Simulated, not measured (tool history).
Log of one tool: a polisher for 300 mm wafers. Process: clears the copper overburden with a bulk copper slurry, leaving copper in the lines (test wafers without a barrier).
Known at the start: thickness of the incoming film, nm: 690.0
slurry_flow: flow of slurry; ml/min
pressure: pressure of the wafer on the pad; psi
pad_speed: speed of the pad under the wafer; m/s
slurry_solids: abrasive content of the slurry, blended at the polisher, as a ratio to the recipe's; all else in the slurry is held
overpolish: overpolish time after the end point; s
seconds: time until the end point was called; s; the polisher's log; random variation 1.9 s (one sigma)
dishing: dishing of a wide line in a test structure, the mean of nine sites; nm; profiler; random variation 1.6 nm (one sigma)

{"run": 1, "day": 0.0, "slurry_flow": 290, "pressure": 2.0, "pad_speed": 1.38, "slurry_solids": 1.0, "overpolish": 17, "seconds": 72.416, "dishing": 74.212}
{"run": 2, "day": 0.375, "slurry_flow": 290, "pressure": 1.7, "pad_speed": 1.34, "slurry_solids": 1.0, "overpolish": 19, "seconds": 84.935, "dishing": 71.401}
{"run": 3, "day": 0.492, "slurry_flow": 290, "pressure": 1.5, "pad_speed": 1.3, "slurry_solids": 1.0, "overpolish": 21, "seconds": 95.492, "dishing": 69.012}
{"run": 4, "day": 0.846, "slurry_flow": 290, "pressure": 1.3, "pad_speed": 1.28, "slurry_solids": 1.0, "overpolish": 22, "seconds": 109.34, "dishing": 62.397}
{"run": 5, "day": 0.912, "slurry_flow": 290, "pressure": 1.3, "pad_speed": 1.28, "slurry_solids": 0.8, "overpolish": 22, "seconds": 116.57, "dishing": 61.059}
{"run": 6, "day": 1.121, "slurry_flow": 290, "pressure": 0.9, "pad_speed": 1.28, "slurry_solids": 0.8, "overpolish": 22, "seconds": 156.3, "dishing": 49.773}

Forecast run 7:
{"run": 7, "day": 1.433, "slurry_flow": 290, "pressure": 1.0, "pad_speed": 1.28, "slurry_solids": 0.8, "overpolish": 23, "seconds": "?", "dishing": "?"}

seconds: 145.840 s
dishing: 54.568 nm
